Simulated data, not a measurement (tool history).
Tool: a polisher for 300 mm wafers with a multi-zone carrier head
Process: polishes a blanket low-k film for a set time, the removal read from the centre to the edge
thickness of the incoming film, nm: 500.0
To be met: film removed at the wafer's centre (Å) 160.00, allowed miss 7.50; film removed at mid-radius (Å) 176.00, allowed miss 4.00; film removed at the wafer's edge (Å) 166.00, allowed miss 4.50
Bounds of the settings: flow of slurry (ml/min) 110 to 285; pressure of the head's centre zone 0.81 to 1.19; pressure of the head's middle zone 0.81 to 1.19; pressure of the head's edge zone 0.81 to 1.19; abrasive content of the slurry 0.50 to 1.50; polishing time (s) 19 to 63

| run | hour | flow of slurry (ml/min) | pressure of the head's centre zone | pressure of the head's middle zone | pressure of the head's edge zone | abrasive content of the slurry | polishing time (s) | film removed at the wafer's centre (Å) | film removed at mid-radius (Å) | film removed at the wafer's edge (Å) |
|---|---|---|---|---|---|---|---|---|---|---|
| 1 | 0.0 | 180 | 1.00 | 1.00 | 1.00 | 1.00 | 41 | 156.62 | 155.04 | 154.64 |
| 2 | 6.4 | 180 | 1.00 | 1.00 | 1.00 | 1.00 | 46 | 173.21 | 173.15 | 174.24 |
| 3 | 14.4 | 180 | 1.00 | 1.00 | 1.00 | 1.00 | 50 | 187.49 | 187.76 | 188.78 |
| 4 | 23.3 | 180 | 1.00 | 0.94 | 1.00 | 1.00 | 50 | 189.57 | 179.62 | 189.23 |
| 5 | 27.3 | 180 | 1.00 | 0.94 | 1.00 | 1.00 | 42 | 157.75 | 149.94 | 157.37 |
| 6 | 30.9 | 140 | 1.00 | 0.94 | 1.00 | 1.00 | 42 | 146.76 | 143.55 | 152.21 |
| 7 | 38.4 | 150 | 0.99 | 0.95 | 1.00 | 1.00 | 42 | 150.41 | 146.56 | 153.07 |
| 8 | 39.4 | 160 | 0.98 | 0.96 | 1.00 | 1.00 | 42 | 149.31 | 150.65 | 155.18 |
| 9 | 41.9 | 160 | 0.98 | 0.96 | 1.00 | 1.00 | 42 | 150.19 | 149.36 | 156.46 |
| 10 | 46.5 | 170 | 0.97 | 0.97 | 1.00 | 1.00 | 42 | 154.09 | 154.66 | 157.80 |
| 11 | 48.3 | 175 | 0.96 | 0.97 | 1.00 | 1.00 | 42 | 153.22 | 154.26 | 156.77 |

5 next moves are on the table. One of them brings every result within its allowed miss. Which?
| A | 50.1 | 145 | 0.99 | 0.86 | 1.14 | 1.15 | 38 | ? | ? | ? |
| B | 50.1 | 190 | 1.08 | 0.86 | 0.98 | 0.80 | 44 | ? | ? | ? |
| C | 50.1 | 165 | 1.06 | 0.96 | 0.97 | 1.05 | 39 | ? | ? | ? |
| D | 50.1 | 150 | 0.95 | 1.13 | 0.90 | 1.05 | 43 | ? | ? | ? |
| E | 50.1 | 155 | 0.96 | 1.07 | 1.00 | 0.80 | 50 | ? | ? | ? |

| move | film removed at the wafer's centre (Å) | film removed at mid-radius (Å) | film removed at the wafer's edge (Å) |
|---|---|---|---|
| A | 141.86 | 129.39 | 156.88 |
| B | 158.26 | 133.92 | 148.75 |
| C | 152.16 | 143.52 | 145.45 |
| D | 151.14 | 178.76 | 152.61 |
| E | 158.00 | 176.80 | 166.08 |
A: further off than the last run
B: further off than the last run
C: further off than the last run
D: brings the result that was furthest off to its target, and leaves another outside
E: meets every target
Answer: E
